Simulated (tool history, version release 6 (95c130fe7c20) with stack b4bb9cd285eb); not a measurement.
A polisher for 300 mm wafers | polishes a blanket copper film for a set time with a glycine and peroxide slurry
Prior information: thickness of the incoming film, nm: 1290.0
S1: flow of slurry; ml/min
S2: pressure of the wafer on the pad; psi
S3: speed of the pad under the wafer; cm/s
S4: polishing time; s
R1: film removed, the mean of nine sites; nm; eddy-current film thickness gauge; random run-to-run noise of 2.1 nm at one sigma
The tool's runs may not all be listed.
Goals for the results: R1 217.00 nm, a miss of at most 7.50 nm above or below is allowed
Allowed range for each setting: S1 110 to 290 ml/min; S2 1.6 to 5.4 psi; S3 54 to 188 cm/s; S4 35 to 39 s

run  hour   S1   S2   S3  S4      R1
  1   0.0  185  3.5  120  39  328.39
  2   4.1  155  3.5  120  39  321.74
  3   6.8  155  3.1  120  39  291.62
  4   9.7  155  2.8  120  39  264.22
  5  12.1  125  2.8  120  39  256.58
  6  17.5  150  2.8  120  39  265.49
  7  19.2  145  2.6  120  39  247.29
  8  24.5  145  2.5  120  39  237.32
  9  25.4  145  2.4  120  39  231.31

Of the 4 settings listed for the next run, only one would bring every result within its allowed miss of target. Which one?
  A  26.3  195  2.0  132  38   ?
  B  26.3  135  2.7  124  36   ?
  C  26.3  165  2.8   98  35   ?
  D  26.3  180  3.2   82  35   ?

move      R1
   A  220.06
   B  238.00
   C  205.18
   D  201.84
A: hits every target within its allowed miss
B: its largest miss is bigger than the last run's
C: takes the biggest miss from the last run beyond its target
D: takes the biggest miss from the last run beyond its target
Move A is the one to make.
